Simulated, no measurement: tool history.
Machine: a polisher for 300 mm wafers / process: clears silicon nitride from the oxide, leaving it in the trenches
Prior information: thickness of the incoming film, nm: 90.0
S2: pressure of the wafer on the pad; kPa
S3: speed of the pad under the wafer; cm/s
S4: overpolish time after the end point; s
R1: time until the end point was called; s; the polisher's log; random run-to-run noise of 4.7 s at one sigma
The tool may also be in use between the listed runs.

run 1 hour=0 | flow_of_slurry_(ml/min)=320 S2=15.9 S3=88 S4=44 | R1=173.01
run 2 hour=8.8 | flow_of_slurry_(ml/min)=320 S2=14.5 S3=84 S4=44 | R1=195.53
run 3 hour=13.3 | flow_of_slurry_(ml/min)=350 S2=14.5 S3=84 S4=44 | R1=194.62
run 4 hour=15.8 | flow_of_slurry_(ml/min)=350 S2=13.1 S3=80 S4=44 | R1=220.21
run 5 hour=18.3 | flow_of_slurry_(ml/min)=300 S2=13.1 S3=80 S4=44 | R1=230.73
run 6 hour=19.8 | flow_of_slurry_(ml/min)=360 S2=13.1 S3=80 S4=44 | R1=224.28
run 7 hour=28.4 | flow_of_slurry_(ml/min)=360 S2=12.4 S3=76 S4=44 | R1=241.17
run 8 hour=32 | flow_of_slurry_(ml/min)=355 S2=11.7 S3=72 S4=44 | R1=272.06
run 9 hour=34 | flow_of_slurry_(ml/min)=350 S2=11 S3=70 S4=44 | R1=295.38
run 10 hour=40.9 | flow_of_slurry_(ml/min)=345 S2=10.3 S3=68 S4=44 | R1=325.3
run 11 hour=47 | flow_of_slurry_(ml/min)=335 S2=9.7 S3=68 S4=44 | R1=344.5
run 12 hour=49.4 | flow_of_slurry_(ml/min)=325 S2=9 S3=68 S4=44 | R1=373.02
run 13 hour=51.9 | flow_of_slurry_(ml/min)=315 S2=9 S3=68 S4=44 | R1=366.03
run 14 hour=60.2 | flow_of_slurry_(ml/min)=310 S2=9 S3=68 S4=44 | R1=371.2

What does the tool deliver on the next run?
run 15 hour=67.7 | flow_of_slurry_(ml/min)=300 S2=9 S3=68 S4=44 | R1=?

{"run 15": {"R1": 374.1}}

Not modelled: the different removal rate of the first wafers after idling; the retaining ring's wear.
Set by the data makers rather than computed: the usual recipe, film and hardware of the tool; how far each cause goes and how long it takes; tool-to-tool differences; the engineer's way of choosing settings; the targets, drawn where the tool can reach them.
